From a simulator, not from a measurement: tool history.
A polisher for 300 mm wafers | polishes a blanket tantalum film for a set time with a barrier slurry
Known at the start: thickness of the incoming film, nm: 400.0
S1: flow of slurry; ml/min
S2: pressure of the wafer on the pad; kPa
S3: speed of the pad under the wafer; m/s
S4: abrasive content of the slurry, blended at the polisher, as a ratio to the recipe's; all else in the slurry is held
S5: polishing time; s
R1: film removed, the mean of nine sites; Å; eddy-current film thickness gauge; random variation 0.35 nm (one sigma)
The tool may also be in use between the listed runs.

| run | day | S1 | S2 | S3 | S4 | S5 | R1 |
|---|---|---|---|---|---|---|---|
| 1 | 0.000 | 190 | 14.5 | 1.06 | 1.0 | 41 | 714.89 |
| 2 | 0.254 | 190 | 12.4 | 1.06 | 1.0 | 41 | 613.25 |
| 3 | 0.567 | 210 | 12.4 | 1.06 | 1.0 | 41 | 621.89 |
| 4 | 0.671 | 205 | 11.7 | 1.06 | 1.0 | 41 | 583.14 |
| 5 | 1.029 | 200 | 11.0 | 1.06 | 1.0 | 41 | 550.29 |
|  | 1.167 | slurry nozzle cleaned |
| 6 | 1.167 | 200 | 8.3 | 1.06 | 1.0 | 41 | 452.71 |

Forecast run 7:
| 7 | 1.367 | 205 | 9.0 | 1.06 | 1.0 | 41 | ? |

Run 7 gave R1 488.45 Å.
